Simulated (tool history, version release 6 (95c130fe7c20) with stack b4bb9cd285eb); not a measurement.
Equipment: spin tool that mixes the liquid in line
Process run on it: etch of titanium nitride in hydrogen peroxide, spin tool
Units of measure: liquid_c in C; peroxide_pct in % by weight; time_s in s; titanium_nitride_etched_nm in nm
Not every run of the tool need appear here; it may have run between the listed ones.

run	hour	liquid_c	peroxide_pct	time_s	titanium_nitride_etched_nm
1	0.0	51.0	17.5	40	2.7308
2	2.3	48.5	17.5	40	2.2626
3	9.2	48.5	17.5	35	2.0168
4	15.3	49.5	17.5	35	2.1600
5	19.5	47.0	17.5	35	1.7948
6	27.0	48.5	17.5	35	1.9950
7	31.8	49.5	17.5	35	2.1308
8	34.4	50.5	17.5	35	2.2971
9	37.9	51.5	17.5	35	2.4837
10	43.4	52.0	17.5	35	2.5848
11	48.8	52.5	17.5	35	2.6938
# hour 50.2: heated supply line repaired
12	50.2	53.0	17.5	35	3.5799
13	57.0	52.5	17.5	35	3.5095
14	60.7	52.0	17.5	35	3.3531
15	62.2	51.5	17.5	35	3.2375

What does the tool deliver on the next run?
16	68.2	51.0	17.5	35	?

titanium_nitride_etched_nm: 3.1225 nm

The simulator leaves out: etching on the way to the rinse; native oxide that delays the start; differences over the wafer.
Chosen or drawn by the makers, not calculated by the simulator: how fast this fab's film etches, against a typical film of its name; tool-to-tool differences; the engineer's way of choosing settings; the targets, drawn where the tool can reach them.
